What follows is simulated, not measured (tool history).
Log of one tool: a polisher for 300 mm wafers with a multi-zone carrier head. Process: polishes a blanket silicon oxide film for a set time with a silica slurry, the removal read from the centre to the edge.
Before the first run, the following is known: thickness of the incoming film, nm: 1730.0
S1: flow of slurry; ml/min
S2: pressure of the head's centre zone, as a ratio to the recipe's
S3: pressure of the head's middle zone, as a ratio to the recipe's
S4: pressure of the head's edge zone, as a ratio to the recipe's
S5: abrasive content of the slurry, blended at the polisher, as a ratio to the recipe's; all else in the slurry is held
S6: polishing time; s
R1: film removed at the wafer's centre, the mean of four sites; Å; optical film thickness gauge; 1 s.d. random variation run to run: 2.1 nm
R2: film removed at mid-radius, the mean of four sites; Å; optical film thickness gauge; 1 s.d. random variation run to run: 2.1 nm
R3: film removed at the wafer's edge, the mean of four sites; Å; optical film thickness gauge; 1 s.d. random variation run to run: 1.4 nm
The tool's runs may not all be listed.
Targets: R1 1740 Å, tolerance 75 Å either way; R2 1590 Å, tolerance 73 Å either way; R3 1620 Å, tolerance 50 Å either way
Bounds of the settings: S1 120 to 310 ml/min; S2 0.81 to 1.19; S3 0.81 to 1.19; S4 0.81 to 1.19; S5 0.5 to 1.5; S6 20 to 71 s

Run 1, hour 0: S1 200 ml/min, S2 1, S3 1, S4 1, S5 1, S6 45 s. Result: R1 1437.5 Å, R2 1370.3 Å, R3 1397.3 Å.
Run 2, hour 8.7: S1 205 ml/min, S2 1.01, S3 1.01, S4 1.02, S5 1, S6 45 s. Result: R1 1466.7 Å, R2 1433 Å, R3 1393.7 Å.
Run 3, hour 16: S1 225 ml/min, S2 1.01, S3 1.01, S4 1.02, S5 1, S6 45 s. Result: R1 1475.9 Å, R2 1431.3 Å, R3 1372 Å.
Run 4, hour 24.5: S1 225 ml/min, S2 1.01, S3 1.01, S4 1.02, S5 1.05, S6 45 s. Result: R1 1497.2 Å, R2 1475.4 Å, R3 1446 Å.
Run 5, hour 31.9: S1 225 ml/min, S2 1.01, S3 1.01, S4 1.02, S5 1.05, S6 34 s. Result: R1 1137.9 Å, R2 1102.4 Å, R3 1080.1 Å.
Run 6, hour 38.3: S1 225 ml/min, S2 1.02, S3 1.01, S4 1.02, S5 1.1, S6 35 s. Result: R1 1190.4 Å, R2 1160.3 Å, R3 1139.4 Å.
Run 7, hour 46: S1 225 ml/min, S2 1.03, S3 1.01, S4 1.02, S5 1.15, S6 36 s. Result: R1 1245 Å, R2 1200.4 Å, R3 1184.9 Å.
Run 8, hour 53: S1 250 ml/min, S2 1.12, S3 1.05, S4 1.12, S5 1.4, S6 42 s. Result: R1 1758.7 Å, R2 1575.2 Å, R3 1535.4 Å.
Run 9, hour 58: S1 250 ml/min, S2 1.12, S3 1.05, S4 1.13, S5 1.4, S6 42 s. Result: R1 1746.8 Å, R2 1599.6 Å, R3 1568.4 Å.

Next run, 5 choices. One meets every target within its allowed miss, the rest don't. Which?
Run A, hour 63: S1 270 ml/min, S2 1.16, S3 1.1, S4 1.08, S5 1.45, S6 41 s. Result: R1 ?, R2 ?, R3 ?.
Run B, hour 63: S1 220 ml/min, S2 1.05, S3 1.01, S4 1.17, S5 1.45, S6 45 s. Result: R1 ?, R2 ?, R3 ?.
Run C, hour 63: S1 310 ml/min, S2 1.1, S3 1.05, S4 1.14, S5 1.5, S6 40 s. Result: R1 ?, R2 ?, R3 ?.
Run D, hour 63: S1 150 ml/min, S2 1.07, S3 1, S4 1.05, S5 1.35, S6 48 s. Result: R1 ?, R2 ?, R3 ?.
Run E, hour 63: S1 265 ml/min, S2 1.12, S3 1.19, S4 1.14, S5 1.5, S6 40 s. Result: R1 ?, R2 ?, R3 ?.

move      R1      R2      R3
   A  1807.1  1673.6  1518.2
   B    1755    1678  1699.8
   C  1715.8  1610.3  1549.1
   D  1763.6  1651.8  1631.2
   E  1720.2  1759.8  1529.4
A: the biggest miss grows against the last run
B: pushes the last run's worst result past its target
C: the biggest miss grows against the last run
D: every result within its allowed miss
E: the biggest miss grows against the last run
So the answer is move D, the one that meets all the targets.
